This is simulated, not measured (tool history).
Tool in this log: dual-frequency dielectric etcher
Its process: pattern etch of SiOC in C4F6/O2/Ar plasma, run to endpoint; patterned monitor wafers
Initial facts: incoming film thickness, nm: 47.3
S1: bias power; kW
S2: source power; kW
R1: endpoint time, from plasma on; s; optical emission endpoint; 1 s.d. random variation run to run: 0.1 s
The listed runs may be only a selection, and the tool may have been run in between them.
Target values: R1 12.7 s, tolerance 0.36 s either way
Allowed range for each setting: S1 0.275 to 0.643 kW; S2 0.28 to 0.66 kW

| run | hour | S1 | S2 | R1 |
|---|---|---|---|---|
| 1 | 0 | 0.459 | 0.47 | 14.878 |
| 2 | 5.9 | 0.459 | 0.39 | 16.924 |
| 3 | 7.5 | 0.513 | 0.39 | 16.122 |
| 4 | 9.1 | 0.533 | 0.41 | 15.408 |
| 5 | 10.7 | 0.55 | 0.43 | 14.523 |
| 6 | 15 | 0.606 | 0.43 | 14.15 |
| 7 | 16.6 | 0.613 | 0.44 | 13.739 |
| 8 | 21.6 | 0.618 | 0.45 | 13.483 |
| 9 | 29.6 | 0.622 | 0.46 | 13.323 |
|  | 33.3 | source power generator calibrated |
| 10 | 33.3 | 0.626 | 0.46 | 13.394 |
| 11 | 38.6 | 0.626 | 0.46 | 13.476 |

Which one of the following 4 next-run settings gets every result inside its allowed miss? There is exactly one.
| A | 43.9 | 0.636 | 0.41 | ? |
| B | 43.9 | 0.53 | 0.5 | ? |
| C | 43.9 | 0.639 | 0.5 | ? |
| D | 43.9 | 0.618 | 0.38 | ? |

| move | R1 |
|---|---|
| A | 14.35 |
| B | 13.918 |
| C | 12.741 |
| D | 15.277 |
A: moves away from the targets compared with the last run
B: moves away from the targets compared with the last run
C: in spec on every target
D: moves away from the targets compared with the last run
Correct choice: C, which meets every target
